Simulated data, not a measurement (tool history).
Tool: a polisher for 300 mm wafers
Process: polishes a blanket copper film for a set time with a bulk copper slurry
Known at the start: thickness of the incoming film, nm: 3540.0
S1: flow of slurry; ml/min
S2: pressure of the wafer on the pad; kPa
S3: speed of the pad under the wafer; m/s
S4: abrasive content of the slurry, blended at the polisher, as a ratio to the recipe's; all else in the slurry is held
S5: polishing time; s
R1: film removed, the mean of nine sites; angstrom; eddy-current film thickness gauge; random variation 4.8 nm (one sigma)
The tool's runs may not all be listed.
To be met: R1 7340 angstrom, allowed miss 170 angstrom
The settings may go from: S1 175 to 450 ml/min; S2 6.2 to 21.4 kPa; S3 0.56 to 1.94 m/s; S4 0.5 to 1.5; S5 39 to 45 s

run 1 day=0 | S1=290 S2=13.8 S3=1.24 S4=1 S5=45 | R1=3867.3
run 2 day=0.358 | S1=290 S2=13.8 S3=1.54 S4=1 S5=45 | R1=4810.1
run 3 day=0.392 | S1=290 S2=13.8 S3=1.54 S4=1.2 S5=45 | R1=4959.5
run 4 day=0.725 | S1=335 S2=13.8 S3=1.54 S4=1.2 S5=45 | R1=5109.4
run 5 day=1.058 | S1=345 S2=14.5 S3=1.54 S4=1.2 S5=45 | R1=5299.3
run 6 day=1.296 | S1=345 S2=13.1 S3=1.54 S4=1.2 S5=45 | R1=4759.4
run 7 day=1.608 | S1=360 S2=17.2 S3=1.56 S4=1.2 S5=45 | R1=6349.1
run 8 day=1.892 | S1=360 S2=17.9 S3=1.56 S4=1.2 S5=45 | R1=6627.4
run 9 day=2.238 | S1=360 S2=17.9 S3=1.56 S4=1.2 S5=45 | R1=6596.8
run 10 day=2.471 | S1=360 S2=18.6 S3=1.56 S4=1.2 S5=45 | R1=6844.6
run 11 day=2.838 | S1=360 S2=19.3 S3=1.56 S4=1.2 S5=45 | R1=7154.3

Which of these 5 next moves meets every target?
run A day=3.204 | S1=395 S2=17.9 S3=1.64 S4=1.2 S5=43 | R1=?
run B day=3.204 | S1=355 S2=18.6 S3=1.8 S4=0.95 S5=42 | R1=?
run C day=3.204 | S1=365 S2=20.7 S3=1.6 S4=1.2 S5=42 | R1=?
run D day=3.204 | S1=335 S2=18.6 S3=1.82 S4=1.15 S5=45 | R1=?
run E day=3.204 | S1=365 S2=21.4 S3=1.7 S4=1.15 S5=41 | R1=?

move=A R1=6608.9
move=B R1=6911.1
move=C R1=7217.2
move=D R1=7796.5
move=E R1=7643.7
A: further off than the last run
B: further off than the last run
C: meets every target
D: takes the result that was furthest off past its target
E: takes the result that was furthest off past its target
Answer: C
